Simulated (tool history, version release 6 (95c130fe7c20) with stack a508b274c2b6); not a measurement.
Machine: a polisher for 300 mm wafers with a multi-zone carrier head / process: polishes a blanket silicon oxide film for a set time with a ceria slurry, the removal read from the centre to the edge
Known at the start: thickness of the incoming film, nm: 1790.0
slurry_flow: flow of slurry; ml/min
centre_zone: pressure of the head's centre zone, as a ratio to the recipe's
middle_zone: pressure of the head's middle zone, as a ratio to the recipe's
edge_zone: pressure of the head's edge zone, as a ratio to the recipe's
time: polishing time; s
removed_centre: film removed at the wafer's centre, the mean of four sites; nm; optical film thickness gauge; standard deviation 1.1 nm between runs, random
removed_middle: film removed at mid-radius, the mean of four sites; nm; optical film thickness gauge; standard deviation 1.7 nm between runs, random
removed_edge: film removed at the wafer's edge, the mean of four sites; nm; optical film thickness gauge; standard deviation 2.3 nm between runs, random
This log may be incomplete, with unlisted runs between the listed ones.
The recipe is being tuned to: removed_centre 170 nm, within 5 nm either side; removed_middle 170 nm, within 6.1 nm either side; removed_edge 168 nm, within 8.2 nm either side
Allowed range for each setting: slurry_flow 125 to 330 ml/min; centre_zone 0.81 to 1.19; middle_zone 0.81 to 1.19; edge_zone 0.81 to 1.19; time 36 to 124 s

run    day  slurry_flow  centre_zone  middle_zone  edge_zone  time  removed_centre  removed_middle  removed_edge
  1      0          210            1            1          1    79          207.98          211.61        197.87
  2  0.083          210         1.04            1          1    79          218.87          210.92        191.22
  3  0.262          205         1.02         0.98       0.98    77          208.35          201.67        189.63
  4  0.621          205         1.02         0.98       1.06    77          206.77           200.5        199.47
  5  0.825          205         1.02         0.98       1.06    90           241.2          236.86        235.56
  6  0.933          205         1.02         0.98       1.06    79           210.1          207.41        199.86
  7  1.125          200         1.01         0.97       1.05    77          202.18          200.79        195.22
     1.217  -- edge zone pressure recalibrated
  8  1.217          195            1         0.95       1.03    75          196.31          192.32        197.96
  9  1.275          200         1.01         0.99       1.03    60          159.29          155.88        156.89

Exactly one of the 5 candidate moves below puts every result within its allowed miss. Which one?
  A  1.333          130         0.83            1       1.03    71               ?               ?             ?
  B  1.333          195         1.05         1.04        1.1    62               ?               ?             ?
  C  1.333          330         0.99         1.08       1.02    63               ?               ?             ?
  D  1.333          165         0.95         0.81       1.19    61               ?               ?             ?
  E  1.333          200            1         0.82       1.11    61               ?               ?             ?

move  removed_centre  removed_middle  removed_edge
   A          145.12          173.11        175.96
   B          172.55          166.32        166.18
   C          176.12           184.9        169.74
   D           149.2          129.82        167.82
   E          161.98          134.72        165.15
A: puts the biggest miss on target and leaves a different result outside tolerance
B: all results in spec
C: the result that was furthest off in the last run now lies on the other side of its target
D: the biggest miss grows against the last run
E: the biggest miss grows against the last run
Go with B: it meets all targets.
